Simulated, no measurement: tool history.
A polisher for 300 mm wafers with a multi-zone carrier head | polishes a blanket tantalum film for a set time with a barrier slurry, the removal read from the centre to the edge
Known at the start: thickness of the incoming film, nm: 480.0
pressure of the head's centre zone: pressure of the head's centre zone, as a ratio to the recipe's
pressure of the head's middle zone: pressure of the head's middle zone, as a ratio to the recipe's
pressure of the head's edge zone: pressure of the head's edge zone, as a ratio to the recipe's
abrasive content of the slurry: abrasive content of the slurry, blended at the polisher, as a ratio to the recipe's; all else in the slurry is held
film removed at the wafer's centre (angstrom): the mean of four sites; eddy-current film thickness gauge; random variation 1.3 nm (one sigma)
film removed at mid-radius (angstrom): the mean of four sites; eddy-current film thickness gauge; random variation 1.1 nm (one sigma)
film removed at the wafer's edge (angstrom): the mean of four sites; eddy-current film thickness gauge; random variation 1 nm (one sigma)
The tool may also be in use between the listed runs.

run,hour,flow of slurry (ml/min),pressure of the head's centre zone,pressure of the head's middle zone,pressure of the head's edge zone,abrasive content of the slurry,polishing time (s),film removed at the wafer's centre (angstrom),film removed at mid-radius (angstrom),film removed at the wafer's edge (angstrom)
1,0,260,1,1,1,1,37,652.9,683.96,673.49
2,2.9,265,1.01,1.02,1.02,1.1,38,682.11,710.04,705.91
3,9.9,210,1.01,1.02,1.02,1.1,38,659.66,681.27,691.48
4,18.4,210,1.01,1.02,1.05,1.1,38,676.7,681.17,686.78
5,26.2,270,1.01,1.02,1.05,1.1,38,711.1,720.64,728.98
6,31.9,235,1.01,1.02,1.05,1.1,38,664.12,705.94,709.68
7,33.6,235,1.01,1.02,1.05,1.1,38,673.31,700.74,702.71
8,36.2,255,1.02,1.05,1.05,1.15,39,724.87,752.25,739.34

Run 9 comes next. What will it give?
9,40.5,275,1.02,1.07,1.06,1.2,40,?,?,?

film removed at the wafer's centre (angstrom): 752.43
film removed at mid-radius (angstrom): 797.1
film removed at the wafer's edge (angstrom): 793.27
